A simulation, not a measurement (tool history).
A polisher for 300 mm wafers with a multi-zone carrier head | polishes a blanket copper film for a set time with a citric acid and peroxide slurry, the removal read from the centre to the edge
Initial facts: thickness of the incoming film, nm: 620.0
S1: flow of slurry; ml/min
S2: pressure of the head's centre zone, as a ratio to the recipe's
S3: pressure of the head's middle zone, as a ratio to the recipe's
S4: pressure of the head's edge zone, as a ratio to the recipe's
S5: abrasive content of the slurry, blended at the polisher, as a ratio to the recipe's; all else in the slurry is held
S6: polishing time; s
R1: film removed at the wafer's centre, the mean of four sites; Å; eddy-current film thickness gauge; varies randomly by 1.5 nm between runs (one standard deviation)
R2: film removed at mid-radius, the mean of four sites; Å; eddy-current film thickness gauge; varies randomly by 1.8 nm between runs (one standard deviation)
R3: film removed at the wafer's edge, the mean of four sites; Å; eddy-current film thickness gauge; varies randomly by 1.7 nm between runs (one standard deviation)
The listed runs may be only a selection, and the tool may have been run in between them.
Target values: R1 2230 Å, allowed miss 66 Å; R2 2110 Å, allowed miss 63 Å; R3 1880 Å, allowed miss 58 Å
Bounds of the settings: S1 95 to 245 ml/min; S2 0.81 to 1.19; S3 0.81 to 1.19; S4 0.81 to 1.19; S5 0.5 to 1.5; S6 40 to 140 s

run 1 hour=0 | S1=155 S2=1 S3=1 S4=1 S5=1 S6=90 | R1=2288.2 R2=2295.9 R3=2382.3
run 2 hour=7.1 | S1=155 S2=1.05 S3=1 S4=1 S5=1 S6=90 | R1=2384.6 R2=2327.3 R3=2330.3
run 3 hour=11 | S1=145 S2=1.07 S3=1 S4=0.95 S5=0.9 S6=90 | R1=2358.4 R2=2215.1 R3=2207.5
run 4 hour=16.8 | S1=135 S2=1.08 S3=1.02 S4=0.91 S5=0.85 S6=89 | R1=2260.7 R2=2168.7 R3=2081.9
run 5 hour=22.9 | S1=130 S2=1.1 S3=1.03 S4=0.88 S5=0.85 S6=89 | R1=2321.5 R2=2170.8 R3=2051.3
run 6 hour=27.5 | S1=125 S2=1.11 S3=1.04 S4=0.86 S5=0.8 S6=89 | R1=2282 R2=2094.4 R3=1977.3
run 7 hour=34.6 | S1=125 S2=1.11 S3=1.06 S4=0.84 S5=0.8 S6=89 | R1=2267.1 R2=2128 R3=1960.2
run 8 hour=37.1 | S1=125 S2=1.11 S3=1.06 S4=0.84 S5=0.8 S6=89 | R1=2291.2 R2=2161.6 R3=1911

Which one of the following 5 next-run settings gets every result inside its allowed miss? There is exactly one.
run A hour=39.6 | S1=105 S2=1.13 S3=1.14 S4=0.81 S5=0.5 S6=106 | R1=? R2=? R3=?
run B hour=39.6 | S1=125 S2=1.06 S3=1.1 S4=0.83 S5=1.05 S6=83 | R1=? R2=? R3=?
run C hour=39.6 | S1=195 S2=1.08 S3=1.06 S4=0.83 S5=0.65 S6=90 | R1=? R2=? R3=?
run D hour=39.6 | S1=115 S2=1.14 S3=0.99 S4=0.83 S5=0.65 S6=99 | R1=? R2=? R3=?
run E hour=39.6 | S1=140 S2=1.13 S3=1.07 S4=0.83 S5=0.5 S6=97 | R1=? R2=? R3=?

move=A R1=2291.6 R2=2275.3 R3=1937.3
move=B R1=2193.6 R2=2234.3 R3=1959
move=C R1=2311.8 R2=2217.9 R3=1965
move=D R1=2398.4 R2=2089 R3=2018.1
move=E R1=2252.9 R2=2100.4 R3=1874.4
A: puts the biggest miss on target and leaves a different result outside tolerance
B: puts the biggest miss on target and leaves a different result outside tolerance
C: lands further from the targets than the last run did
D: lands further from the targets than the last run did
E: all results land within tolerance of their targets
Go with E: it meets all targets.
